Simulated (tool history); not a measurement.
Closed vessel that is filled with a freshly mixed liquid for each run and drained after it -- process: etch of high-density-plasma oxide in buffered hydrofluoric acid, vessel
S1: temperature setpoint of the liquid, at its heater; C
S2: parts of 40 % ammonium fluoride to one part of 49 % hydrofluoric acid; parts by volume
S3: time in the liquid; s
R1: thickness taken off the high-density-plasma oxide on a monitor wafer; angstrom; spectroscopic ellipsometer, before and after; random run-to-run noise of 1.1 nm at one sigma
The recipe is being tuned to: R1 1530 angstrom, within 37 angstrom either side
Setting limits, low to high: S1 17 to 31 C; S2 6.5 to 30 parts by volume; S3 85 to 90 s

Run 1, hour 0: S1 23 C, S2 18.5 parts by volume, S3 85 s. Result: R1 1211.2 angstrom.
Run 2, hour 6.6: S1 23 C, S2 22.5 parts by volume, S3 85 s. Result: R1 1040.5 angstrom.
Run 3, hour 12.9: S1 24.5 C, S2 22.5 parts by volume, S3 85 s. Result: R1 1106.9 angstrom.
Run 4, hour 16.9: S1 24.5 C, S2 22.5 parts by volume, S3 85 s. Result: R1 1114.3 angstrom.
Run 5, hour 24.2: S1 24.5 C, S2 22.5 parts by volume, S3 85 s. Result: R1 1117.9 angstrom.
Run 6, hour 33.2: S1 22 C, S2 22.5 parts by volume, S3 85 s. Result: R1 983.07 angstrom.
Run 7, hour 34: S1 24 C, S2 22.5 parts by volume, S3 85 s. Result: R1 1110.6 angstrom.
Run 8, hour 40.6: S1 25.5 C, S2 22.5 parts by volume, S3 85 s. Result: R1 1187.3 angstrom.
Run 9, hour 43.3: S1 26.5 C, S2 22.5 parts by volume, S3 85 s. Result: R1 1246.2 angstrom.
Run 10, hour 51.4: S1 27.5 C, S2 22.5 parts by volume, S3 85 s. Result: R1 1324.1 angstrom.
Run 11, hour 58: S1 28 C, S2 22.5 parts by volume, S3 85 s. Result: R1 1359.2 angstrom.

Which one of the following 4 next-run settings gets every result inside its allowed miss? There is exactly one.
Run A, hour 64.6: S1 28 C, S2 19.5 parts by volume, S3 90 s. Result: R1 ?.
Run B, hour 64.6: S1 29 C, S2 23 parts by volume, S3 85 s. Result: R1 ?.
Run C, hour 64.6: S1 29 C, S2 22 parts by volume, S3 90 s. Result: R1 ?.
Run D, hour 64.6: S1 29 C, S2 19.5 parts by volume, S3 85 s. Result: R1 ?.

move      R1
   A  1586.1
   B  1400.5
   C  1528.6
   D  1579.9
A: takes the biggest miss from the last run beyond its target
B: closer than the last run, but not yet in spec
C: meets every target
D: takes the biggest miss from the last run beyond its target
The move that meets every target is C.
